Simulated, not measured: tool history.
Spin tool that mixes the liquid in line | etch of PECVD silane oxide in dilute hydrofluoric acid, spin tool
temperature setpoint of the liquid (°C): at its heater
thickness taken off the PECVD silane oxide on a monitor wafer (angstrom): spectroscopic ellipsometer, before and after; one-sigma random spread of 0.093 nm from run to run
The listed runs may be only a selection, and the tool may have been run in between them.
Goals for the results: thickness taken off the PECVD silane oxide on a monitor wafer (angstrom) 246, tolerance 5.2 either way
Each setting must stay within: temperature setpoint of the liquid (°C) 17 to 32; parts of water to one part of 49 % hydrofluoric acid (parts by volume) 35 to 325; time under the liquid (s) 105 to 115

run  hour  temperature setpoint of the liquid (°C)  parts of water to one part of 49 % hydrofluoric acid (parts by volume)  time under the liquid (s)  thickness taken off the PECVD silane oxide on a monitor wafer (angstrom)
  1     0                                       24                                                                     180                        105                                                                    89.403
  2   7.6                                       26                                                                     150                        105                                                                    120.27
  3  11.1                                     27.5                                                                     130                        105                                                                    150.26
  4  13.1                                     27.5                                                                     130                        105                                                                    149.44
  5  15.1                                     27.5                                                                     155                        105                                                                    121.95
  6  22.8                                     28.5                                                                     135                        105                                                                    148.36
  7  24.5                                       32                                                                      75                        105                                                                     332.3
  8    29                                     30.5                                                                      75                        105                                                                    315.06
  9  33.1                                       29                                                                      75                        105                                                                    296.18
 10  40.5                                     27.5                                                                      75                        105                                                                    279.08
 11  44.9                                     27.5                                                                      75                        105                                                                    278.21
 12  53.9                                     26.5                                                                      75                        105                                                                    269.04
 13  60.4                                     23.5                                                                      75                        105                                                                    240.13

4 next moves are on the table. One of them brings every result within its allowed miss. Which?
  A  66.9                                       23                                                                      75                        115                                                                         ?
  B  66.9                                     26.5                                                                      90                        110                                                                         ?
  C  66.9                                     26.5                                                                      85                        110                                                                         ?
  D  66.9                                       22                                                                      80                        115                                                                         ?

move  thickness taken off the PECVD silane oxide on a monitor wafer (angstrom)
   A                                                                    256.13
   B                                                                    230.26
   C                                                                    245.43
   D                                                                    229.11
A: takes the result that was furthest off past its target
B: the biggest miss grows against the last run
C: hits every target within its allowed miss
D: the biggest miss grows against the last run
C is the move that brings every result within its allowed miss.

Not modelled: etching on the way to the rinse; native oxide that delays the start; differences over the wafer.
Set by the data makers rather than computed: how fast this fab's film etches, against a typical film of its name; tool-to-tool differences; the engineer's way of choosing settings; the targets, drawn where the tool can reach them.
